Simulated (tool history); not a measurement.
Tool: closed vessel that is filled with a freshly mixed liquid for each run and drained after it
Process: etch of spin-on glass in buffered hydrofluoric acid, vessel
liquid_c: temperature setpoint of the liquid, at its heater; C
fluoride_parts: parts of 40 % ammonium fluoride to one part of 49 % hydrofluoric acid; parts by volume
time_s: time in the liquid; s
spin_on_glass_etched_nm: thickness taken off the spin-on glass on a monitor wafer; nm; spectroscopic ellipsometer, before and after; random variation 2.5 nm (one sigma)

run,hour,liquid_c,fluoride_parts,time_s,spin_on_glass_etched_nm
1,0.0,22.0,11.0,95,230.24
2,8.1,22.0,9.5,95,260.25
3,15.2,23.5,9.5,95,285.48
4,20.6,25.0,9.5,95,306.36
5,25.2,25.0,9.5,100,321.97
6,29.3,25.0,9.5,95,308.99

Run 7 comes next. What will it give?
7,34.4,26.0,9.5,95,?

{"run 7": {"spin_on_glass_etched_nm": 322.5}}
